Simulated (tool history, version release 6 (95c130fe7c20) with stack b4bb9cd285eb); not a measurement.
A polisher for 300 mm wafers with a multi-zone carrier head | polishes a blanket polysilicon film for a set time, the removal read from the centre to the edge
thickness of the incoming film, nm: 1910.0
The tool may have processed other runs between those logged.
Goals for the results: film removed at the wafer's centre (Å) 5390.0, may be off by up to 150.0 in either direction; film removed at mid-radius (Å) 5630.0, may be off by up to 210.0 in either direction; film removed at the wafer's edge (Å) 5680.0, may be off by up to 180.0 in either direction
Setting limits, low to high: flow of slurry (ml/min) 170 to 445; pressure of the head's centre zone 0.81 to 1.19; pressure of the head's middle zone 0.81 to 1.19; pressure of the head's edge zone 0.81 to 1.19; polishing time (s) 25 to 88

run,hour,flow of slurry (ml/min),pressure of the head's centre zone,pressure of the head's middle zone,pressure of the head's edge zone,polishing time (s),film removed at the wafer's centre (Å),film removed at mid-radius (Å),film removed at the wafer's edge (Å)
1,0.0,285,1.00,1.00,1.00,56,4145.6,4031.5,4012.7
2,1.7,285,1.00,1.00,0.92,56,4144.1,4040.1,3886.0
3,6.1,285,1.00,0.93,0.92,56,4118.7,3809.6,3943.7
4,10.7,285,1.00,0.93,0.87,56,4190.2,3803.1,3808.9
5,15.2,220,1.00,0.93,0.87,56,3958.2,3645.5,3761.2
6,23.4,220,1.08,0.93,0.87,56,4285.0,3745.8,3683.8
7,27.3,225,1.07,0.95,0.90,58,4412.4,3833.6,3955.9
8,31.4,235,1.06,0.98,0.93,60,4634.0,4162.5,4092.1
9,36.1,245,1.04,0.99,0.96,62,4654.7,4327.2,4351.3
10,41.9,300,1.09,1.09,1.06,71,5761.1,5534.3,5275.1

Which one of the following 5 next-run settings gets every result inside its allowed miss? There is exactly one.
A,47.7,255,0.86,1.13,1.19,79,?,?,?
B,47.7,275,0.93,0.99,1.00,78,?,?,?
C,47.7,280,1.01,1.15,1.09,69,?,?,?
D,47.7,290,1.04,1.12,1.04,70,?,?,?
E,47.7,310,1.02,1.10,1.17,75,?,?,?

move,film removed at the wafer's centre (Å),film removed at mid-radius (Å),film removed at the wafer's edge (Å)
A,4898.4,6274.7,6157.4
B,5282.5,5586.3,5618.9
C,5095.8,5623.6,5183.5
D,5346.5,5598.3,5154.5
E,5660.7,5947.6,5895.6
A: moves the result that the last run missed by most past its target, out the other side
B: each result inside its tolerance
C: moves the result that the last run missed by most past its target, out the other side
D: brings the last run's worst result on target, with another outside its allowed miss
E: nearer than the last run, and not there yet
Answer: B
